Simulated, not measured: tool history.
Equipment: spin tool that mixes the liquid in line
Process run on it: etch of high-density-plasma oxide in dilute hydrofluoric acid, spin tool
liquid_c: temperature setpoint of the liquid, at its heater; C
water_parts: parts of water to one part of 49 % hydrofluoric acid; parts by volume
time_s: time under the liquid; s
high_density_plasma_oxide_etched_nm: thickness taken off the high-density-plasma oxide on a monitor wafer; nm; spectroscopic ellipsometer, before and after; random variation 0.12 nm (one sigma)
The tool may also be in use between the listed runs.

run  hour  liquid_c  water_parts  time_s  high_density_plasma_oxide_etched_nm
  1     0        25          280     300                               6.8254
  2   2.3        27          260     300                               7.8871
  3   5.5      28.5          260     300                               8.1431
  4   6.8      29.5          240     300                               9.2311
  5  12.6      29.5          240     300                                 9.37
  6  19.7      30.5          230     300                               10.475
  7    27        31          230     300                               10.426
  8  28.5        33          215     300                               11.989

What will run 9 give?
  9  32.4      32.5          215     300                                    ?

high_density_plasma_oxide_etched_nm: 12.106 nm
